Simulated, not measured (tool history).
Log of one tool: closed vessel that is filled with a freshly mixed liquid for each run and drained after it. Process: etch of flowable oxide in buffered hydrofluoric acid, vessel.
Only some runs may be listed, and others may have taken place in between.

run  hour  temperature setpoint of the liquid (K)  parts of 40 % ammonium fluoride to one part of 49 % hydrofluoric acid (parts by volume)  time in the liquid (s)  thickness taken off the flowable oxide on a monitor wafer (nm)
  1     0                                  297.15                                                                                        8                      95                                                          356.85
  2   8.3                                  294.65                                                                                        9                      95                                                          273.19
  3  16.8                                  293.15                                                                                      9.5                      95                                                          241.79
  4  22.2                                  292.15                                                                                       10                      95                                                          222.89
  5  30.7                                  292.15                                                                                       10                     105                                                          247.03
  6  34.8                                  290.15                                                                                       10                     105                                                          221.95

Predict the results of run 7:
  7  40.4                                  290.15                                                                                       10                     105                                                               ?

Run 7 measured thickness taken off the flowable oxide on a monitor wafer (nm) 218.29.
